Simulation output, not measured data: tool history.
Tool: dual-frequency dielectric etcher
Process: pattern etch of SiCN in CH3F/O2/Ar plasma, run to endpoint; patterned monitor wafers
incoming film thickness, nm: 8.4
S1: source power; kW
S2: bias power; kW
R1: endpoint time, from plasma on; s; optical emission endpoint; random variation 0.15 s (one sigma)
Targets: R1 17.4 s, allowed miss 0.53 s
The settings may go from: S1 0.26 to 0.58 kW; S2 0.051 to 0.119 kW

run,day,S1,S2,R1
1,0,0.42,0.085,19.487
2,0.325,0.42,0.078,20.914
3,0.638,0.43,0.079,20.579
4,0.712,0.43,0.086,19.782
5,0.812,0.44,0.088,19.323
6,1.154,0.44,0.074,20.801
7,1.267,0.45,0.076,20.451
8,1.504,0.46,0.078,19.974
9,1.779,0.47,0.079,19.904
10,1.962,0.48,0.081,19.468
11,2.079,0.49,0.082,19.415
12,2.254,0.5,0.084,19.111

Which of these 4 next moves meets every target?
A,2.429,0.46,0.068,?
B,2.429,0.53,0.085,?
C,2.429,0.49,0.068,?
D,2.429,0.48,0.103,?

move,R1
A,21.056
B,18.186
C,20.639
D,17.187
A: further off than the last run
B: nearer than the last run, and not there yet
C: further off than the last run
D: meets every target
The right move is D.

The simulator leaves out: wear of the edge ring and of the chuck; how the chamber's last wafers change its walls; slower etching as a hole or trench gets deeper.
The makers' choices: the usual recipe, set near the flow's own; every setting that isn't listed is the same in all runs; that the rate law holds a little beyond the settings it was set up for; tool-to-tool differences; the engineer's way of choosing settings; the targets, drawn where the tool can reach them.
